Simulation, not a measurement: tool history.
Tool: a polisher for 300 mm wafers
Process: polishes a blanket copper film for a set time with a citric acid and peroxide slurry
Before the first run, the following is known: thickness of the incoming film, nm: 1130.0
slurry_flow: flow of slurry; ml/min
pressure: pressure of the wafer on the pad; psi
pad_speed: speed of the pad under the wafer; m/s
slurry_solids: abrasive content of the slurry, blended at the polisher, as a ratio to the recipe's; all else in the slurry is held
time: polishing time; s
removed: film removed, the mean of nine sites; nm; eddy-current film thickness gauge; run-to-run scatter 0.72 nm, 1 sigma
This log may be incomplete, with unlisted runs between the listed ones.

Run 1, hour 0: slurry_flow 230 ml/min, pressure 2.9 psi, pad_speed 1.02 m/s, slurry_solids 1, time 42 s. Result: removed 112.36 nm.
Run 2, hour 6.7: slurry_flow 230 ml/min, pressure 2.4 psi, pad_speed 0.94 m/s, slurry_solids 1, time 42 s. Result: removed 88.291 nm.
Run 3, hour 8.8: slurry_flow 205 ml/min, pressure 2.4 psi, pad_speed 0.94 m/s, slurry_solids 1, time 42 s. Result: removed 86.873 nm.
Run 4, hour 16.3: slurry_flow 205 ml/min, pressure 2 psi, pad_speed 0.9 m/s, slurry_solids 1, time 42 s. Result: removed 69.518 nm.
Run 5, hour 19.3: slurry_flow 205 ml/min, pressure 1.8 psi, pad_speed 0.9 m/s, slurry_solids 1, time 42 s. Result: removed 66.484 nm.
Run 6, hour 23: slurry_flow 255 ml/min, pressure 1.8 psi, pad_speed 0.9 m/s, slurry_solids 1, time 42 s. Result: removed 68.177 nm.

Run 7, settings as shown, results not yet in. Your forecast:
Run 7, hour 25.1: slurry_flow 255 ml/min, pressure 1.6 psi, pad_speed 0.88 m/s, slurry_solids 1, time 42 s. Result: removed ?.

removed: 60.185 nm
